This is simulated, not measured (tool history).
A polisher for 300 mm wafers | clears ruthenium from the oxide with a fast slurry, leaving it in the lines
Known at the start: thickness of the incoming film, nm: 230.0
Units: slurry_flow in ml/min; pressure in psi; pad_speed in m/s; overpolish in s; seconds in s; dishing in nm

run,hour,slurry_flow,pressure,pad_speed,slurry_solids,overpolish,seconds,dishing
1,0.0,300,2.0,0.86,1.0,28,96.336,53.228
2,5.6,345,2.0,0.86,1.0,28,93.556,52.498
3,7.3,345,2.3,0.86,1.0,28,82.684,58.201
4,15.0,345,2.1,0.84,1.0,30,91.219,56.848
5,17.7,340,1.9,0.82,1.0,32,104.460,54.467
6,21.6,340,1.8,0.82,1.0,33,107.040,53.416
7,22.8,335,1.7,0.80,1.0,35,120.020,52.645
8,29.2,335,1.6,0.80,1.0,36,124.470,51.697
9,32.6,335,1.5,0.80,1.0,37,137.910,48.914
10,33.4,335,1.4,0.80,1.0,38,146.240,48.956

The next listed run, before its measurement:
11,37.8,335,1.4,0.80,1.0,39,?,?

{"run 11": {"seconds": 141.54, "dishing": 50.938}}
